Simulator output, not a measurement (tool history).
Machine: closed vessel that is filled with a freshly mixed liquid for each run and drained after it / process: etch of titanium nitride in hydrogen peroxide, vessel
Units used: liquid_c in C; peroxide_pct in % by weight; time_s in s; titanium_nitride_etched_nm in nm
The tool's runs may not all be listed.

run,hour,liquid_c,peroxide_pct,time_s,titanium_nitride_etched_nm
1,0,50,20.5,700,17.038
2,2.5,50,22,700,17.543
3,5.6,50,24.5,700,18.056
4,11.4,50,24.5,750,19.201
5,18.7,49,24.5,750,17.989
6,22.3,49,24.5,700,16.677
7,28.1,48,24.5,700,15.722
8,34.5,47,24.5,700,14.401

The next listed run, before its measurement:
9,41.7,47,24.5,700,?

{"run 9": {"titanium_nitride_etched_nm": 14.448}}
